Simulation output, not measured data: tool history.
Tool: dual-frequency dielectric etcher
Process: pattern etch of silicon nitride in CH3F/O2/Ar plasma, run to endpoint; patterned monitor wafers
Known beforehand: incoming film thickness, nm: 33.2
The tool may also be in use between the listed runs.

run	hour	source power (kW)	bias power (kW)	endpoint time (s)
1	0.0	0.520	0.061	47.707
2	4.0	0.480	0.061	48.912
3	10.5	0.460	0.060	50.293
4	18.8	0.430	0.060	51.618
5	27.6	0.410	0.060	51.858
6	28.4	0.400	0.059	52.963

Run 7, settings as shown, results not yet in. Your forecast:
7	35.6	0.390	0.059	?

Run 7 came out at endpoint time (s) 53.028.

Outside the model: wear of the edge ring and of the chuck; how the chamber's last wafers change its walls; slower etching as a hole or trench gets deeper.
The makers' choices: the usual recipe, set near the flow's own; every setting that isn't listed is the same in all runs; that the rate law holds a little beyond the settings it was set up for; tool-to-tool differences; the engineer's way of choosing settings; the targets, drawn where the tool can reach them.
